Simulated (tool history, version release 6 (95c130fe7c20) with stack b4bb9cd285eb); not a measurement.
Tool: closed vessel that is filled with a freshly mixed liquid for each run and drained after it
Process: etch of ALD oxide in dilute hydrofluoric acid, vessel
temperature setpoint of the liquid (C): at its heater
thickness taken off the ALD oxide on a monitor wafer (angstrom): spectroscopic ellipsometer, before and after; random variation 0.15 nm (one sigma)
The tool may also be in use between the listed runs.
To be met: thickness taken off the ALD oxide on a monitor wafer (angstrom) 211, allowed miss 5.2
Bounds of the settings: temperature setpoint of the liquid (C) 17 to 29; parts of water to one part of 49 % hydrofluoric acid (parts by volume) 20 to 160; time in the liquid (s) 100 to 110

run	hour	temperature setpoint of the liquid (C)	parts of water to one part of 49 % hydrofluoric acid (parts by volume)	time in the liquid (s)	thickness taken off the ALD oxide on a monitor wafer (angstrom)
1	0	21	90	100	320.99
2	7.3	19.5	95	100	286.76
3	13	18.5	100	100	259.23
4	20.7	18	105	100	239.95
# hour 24: thermometer replaced
5	24	20.5	105	100	279.82
6	27	20.5	105	110	305.04
7	30.3	19.5	110	110	278.45
8	33.5	18.5	115	110	254.46

Which of these 5 next moves meets every target?
A	36.7	17.5	120	105	?
B	36.7	21.5	140	105	?
C	36.7	17	125	105	?
D	36.7	19.5	135	110	?
E	36.7	21	105	100	?

move	thickness taken off the ALD oxide on a monitor wafer (angstrom)
A	223.07
B	220.11
C	208.68
D	221.97
E	284.85
A: nearer than the last run, and not there yet
B: nearer than the last run, and not there yet
C: meets every target
D: nearer than the last run, and not there yet
E: further off than the last run
Answer: C

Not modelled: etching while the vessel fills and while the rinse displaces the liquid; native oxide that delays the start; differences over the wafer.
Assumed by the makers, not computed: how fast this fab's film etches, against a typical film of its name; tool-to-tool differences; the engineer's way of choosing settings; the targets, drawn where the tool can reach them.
